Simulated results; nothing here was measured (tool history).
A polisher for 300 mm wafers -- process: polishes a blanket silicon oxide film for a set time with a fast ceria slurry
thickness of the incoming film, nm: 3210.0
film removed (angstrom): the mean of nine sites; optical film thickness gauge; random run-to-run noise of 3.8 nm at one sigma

run	hour	flow of slurry (ml/min)	pressure of the wafer on the pad (psi)	speed of the pad under the wafer (cm/s)	polishing time (s)	film removed (angstrom)
1	0.0	285	2.8	94	42	7085.6
2	3.3	285	2.5	90	42	6265.4
3	8.9	285	3.2	90	42	7937.4
4	14.8	285	2.8	86	42	6747.5
5	20.6	285	2.5	82	42	5685.5
6	27.2	220	2.5	82	42	5672.5
7	31.0	220	2.3	80	42	5102.6
8	36.1	220	2.3	80	42	5042.4

What will run 9 give?
9	43.4	220	1.5	78	42	?

film removed (angstrom): 3303.2
